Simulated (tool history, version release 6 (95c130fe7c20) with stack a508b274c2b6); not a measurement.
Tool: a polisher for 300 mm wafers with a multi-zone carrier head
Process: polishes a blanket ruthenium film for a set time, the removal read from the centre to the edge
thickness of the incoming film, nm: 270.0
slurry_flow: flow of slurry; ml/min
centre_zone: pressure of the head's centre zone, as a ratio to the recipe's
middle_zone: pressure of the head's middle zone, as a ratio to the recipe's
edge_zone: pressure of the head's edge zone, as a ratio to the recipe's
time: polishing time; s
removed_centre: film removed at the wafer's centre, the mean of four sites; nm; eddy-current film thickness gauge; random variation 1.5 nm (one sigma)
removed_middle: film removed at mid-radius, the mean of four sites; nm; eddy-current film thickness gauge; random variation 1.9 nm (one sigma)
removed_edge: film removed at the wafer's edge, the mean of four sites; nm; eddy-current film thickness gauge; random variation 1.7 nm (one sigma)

run,hour,slurry_flow,centre_zone,middle_zone,edge_zone,time,removed_centre,removed_middle,removed_edge
1,0,210,1,1,1,76,97.416,93.788,96.354
2,1.5,175,1,1,1,76,93.028,94.599,97.738
3,9.5,170,1,1.03,1,80,95.751,98.221,101.27
4,10.1,180,0.99,1.06,0.98,85,103.93,108.08,107.81
5,13.2,150,0.99,1.06,0.98,85,97.775,106.65,103.68
6,21.6,160,0.98,1.09,0.98,88,106.23,110.58,111.74
7,29.7,150,0.96,1.1,0.94,92,105.65,116.4,112.76
8,34.1,145,0.95,1.12,0.92,95,108.82,126.06,112.76

Forecast run 9:
9,37.3,150,0.94,1.13,0.92,96,?,?,?

{"run 9": {"removed_centre": 106.3, "removed_middle": 125.59, "removed_edge": 114.23}}

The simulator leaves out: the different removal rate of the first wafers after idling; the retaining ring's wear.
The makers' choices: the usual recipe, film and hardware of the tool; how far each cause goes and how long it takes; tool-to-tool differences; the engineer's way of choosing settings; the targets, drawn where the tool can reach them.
